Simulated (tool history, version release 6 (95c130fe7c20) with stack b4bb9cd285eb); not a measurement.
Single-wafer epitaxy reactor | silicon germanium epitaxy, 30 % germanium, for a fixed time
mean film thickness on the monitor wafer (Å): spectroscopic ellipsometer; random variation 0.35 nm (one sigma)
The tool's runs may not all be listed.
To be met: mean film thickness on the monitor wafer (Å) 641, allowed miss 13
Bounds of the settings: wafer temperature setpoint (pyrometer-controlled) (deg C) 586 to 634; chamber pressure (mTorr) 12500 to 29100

run  hour  wafer temperature setpoint (pyrometer-controlled) (deg C)  chamber pressure (mTorr)  mean film thickness on the monitor wafer (Å)
  1     0                                                        610                     20800                                        737.75
  2   5.3                                                        618                     20800                                           857
  3   7.6                                                        623                     20800                                           955
  4    14                                                        628                     20800                                        1047.9
  5  14.7                                                        628                     19200                                        1004.1
  6  21.7                                                        621                     19100                                        870.68
  7    24                                                        617                     19000                                        807.07
  8    31                                                        614                     18900                                        756.97
  9  39.8                                                        612                     18900                                        724.53
 10  46.2                                                        610                     18900                                        700.99
 11  49.9                                                        604                     18800                                         608.9
 12  50.6                                                        607                     18900                                         657.8

4 next moves are on the table. One of them brings every result within its allowed miss. Which?
  A  51.3                                                        606                     20600                                             ?
  B  51.3                                                        599                     24700                                             ?
  C  51.3                                                        604                     21600                                             ?
  D  51.3                                                        614                     15600                                             ?

move  mean film thickness on the monitor wafer (Å)
   A                                         680.6
   B                                        651.21
   C                                        671.06
   D                                        673.82
A: further off than the last run
B: meets every target
C: further off than the last run
D: further off than the last run
Answer: B
